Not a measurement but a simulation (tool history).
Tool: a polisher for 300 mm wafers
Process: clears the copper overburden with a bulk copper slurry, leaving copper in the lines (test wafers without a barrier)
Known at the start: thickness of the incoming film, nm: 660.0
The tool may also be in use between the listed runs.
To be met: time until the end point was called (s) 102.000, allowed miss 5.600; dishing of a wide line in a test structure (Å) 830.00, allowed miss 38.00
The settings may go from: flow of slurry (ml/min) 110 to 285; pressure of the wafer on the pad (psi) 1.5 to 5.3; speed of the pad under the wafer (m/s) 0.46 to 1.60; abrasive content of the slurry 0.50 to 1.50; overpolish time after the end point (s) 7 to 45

run,hour,flow of slurry (ml/min),pressure of the wafer on the pad (psi),speed of the pad under the wafer (m/s),abrasive content of the slurry,overpolish time after the end point (s),time until the end point was called (s),dishing of a wide line in a test structure (Å)
1,0.0,180,3.4,1.02,1.00,23,57.384,1155.20
2,2.4,180,3.2,1.02,1.00,23,59.783,1109.70
3,3.9,180,3.0,1.00,1.00,23,62.111,1071.40
4,11.9,180,2.8,0.98,1.00,24,69.892,1032.50
5,19.7,180,2.8,0.98,1.10,24,66.652,1065.70
6,27.6,180,2.6,0.96,1.10,24,72.613,979.95
# hour 30.6: slurry nozzle cleaned
7,30.6,180,2.5,0.96,1.10,25,74.234,972.71
8,33.8,180,2.4,0.96,1.10,26,76.203,978.17
9,38.8,180,2.3,0.96,1.10,26,78.591,971.68

Which of these 5 next moves meets every target?
A,43.8,210,2.7,1.18,1.10,25,?,?
B,43.8,120,2.2,0.84,1.15,25,?,?
C,43.8,175,2.8,1.16,1.00,32,?,?
D,43.8,155,2.5,0.74,1.10,43,?,?
E,43.8,225,2.4,1.18,1.05,28,?,?

move,time until the end point was called (s),dishing of a wide line in a test structure (Å)
A,53.426,1154.40
B,99.331,837.73
C,55.305,1240.50
D,94.888,1116.50
E,60.027,1112.70
A: further off than the last run
B: meets every target
C: further off than the last run
D: further off than the last run
E: further off than the last run
Answer: B
